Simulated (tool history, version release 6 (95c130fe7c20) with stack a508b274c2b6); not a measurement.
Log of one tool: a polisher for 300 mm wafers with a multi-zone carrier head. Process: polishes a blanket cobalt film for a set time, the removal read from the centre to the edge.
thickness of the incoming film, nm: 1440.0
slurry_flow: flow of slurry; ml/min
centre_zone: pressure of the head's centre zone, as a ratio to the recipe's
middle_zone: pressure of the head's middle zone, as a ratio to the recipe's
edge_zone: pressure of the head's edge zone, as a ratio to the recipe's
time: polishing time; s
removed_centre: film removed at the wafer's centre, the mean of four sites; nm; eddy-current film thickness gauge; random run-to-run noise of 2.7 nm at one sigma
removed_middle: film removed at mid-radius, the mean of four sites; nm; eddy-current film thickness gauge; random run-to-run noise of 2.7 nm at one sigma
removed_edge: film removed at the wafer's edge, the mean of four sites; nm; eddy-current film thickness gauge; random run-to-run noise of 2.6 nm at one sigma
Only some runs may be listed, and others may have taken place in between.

{"run": 1, "hour": 0.0, "slurry_flow": 235, "centre_zone": 1, "middle_zone": 1, "edge_zone": 1, "time": 68, "removed_centre": 338.16, "removed_middle": 338.44, "removed_edge": 347.63}
{"run": 2, "hour": 1.2, "slurry_flow": 235, "centre_zone": 1.06, "middle_zone": 1, "edge_zone": 1, "time": 68, "removed_centre": 356.18, "removed_middle": 345.46, "removed_edge": 344.38}
{"run": 3, "hour": 9.3, "slurry_flow": 225, "centre_zone": 1.05, "middle_zone": 1, "edge_zone": 0.98, "time": 63, "removed_centre": 325.21, "removed_middle": 315.97, "removed_edge": 312.1}
{"run": 4, "hour": 17.8, "slurry_flow": 225, "centre_zone": 1.01, "middle_zone": 1, "edge_zone": 0.98, "time": 63, "removed_centre": 313.54, "removed_middle": 311.16, "removed_edge": 317.96}
{"run": 5, "hour": 22.3, "slurry_flow": 225, "centre_zone": 1.01, "middle_zone": 0.96, "edge_zone": 0.98, "time": 63, "removed_centre": 309.87, "removed_middle": 306.82, "removed_edge": 322.3}
{"run": 6, "hour": 23.0, "slurry_flow": 190, "centre_zone": 1.01, "middle_zone": 0.96, "edge_zone": 0.98, "time": 63, "removed_centre": 303.94, "removed_middle": 300.06, "removed_edge": 303.52}
{"run": 7, "hour": 26.5, "slurry_flow": 185, "centre_zone": 1.01, "middle_zone": 0.96, "edge_zone": 0.97, "time": 59, "removed_centre": 282.36, "removed_middle": 275.69, "removed_edge": 285.45}
{"run": 8, "hour": 30.2, "slurry_flow": 180, "centre_zone": 1.01, "middle_zone": 0.97, "edge_zone": 0.96, "time": 56, "removed_centre": 269.65, "removed_middle": 262.84, "removed_edge": 264.92}
{"run": 9, "hour": 38.6, "slurry_flow": 180, "centre_zone": 1.01, "middle_zone": 0.97, "edge_zone": 0.96, "time": 56, "removed_centre": 262.52, "removed_middle": 267.8, "removed_edge": 275.19}
{"run": 10, "hour": 44.7, "slurry_flow": 175, "centre_zone": 1.03, "middle_zone": 0.97, "edge_zone": 0.95, "time": 53, "removed_centre": 260.06, "removed_middle": 249.24, "removed_edge": 254.48}

Run 11 is up next; what results do you expect?
{"run": 11, "hour": 50.5, "slurry_flow": 170, "centre_zone": 1.03, "middle_zone": 0.98, "edge_zone": 0.94, "time": 50, "removed_centre": "?", "removed_middle": "?", "removed_edge": "?"}

For run 11 the tool returned removed_centre 244.72 nm, removed_middle 235.41 nm, removed_edge 237.21 nm.
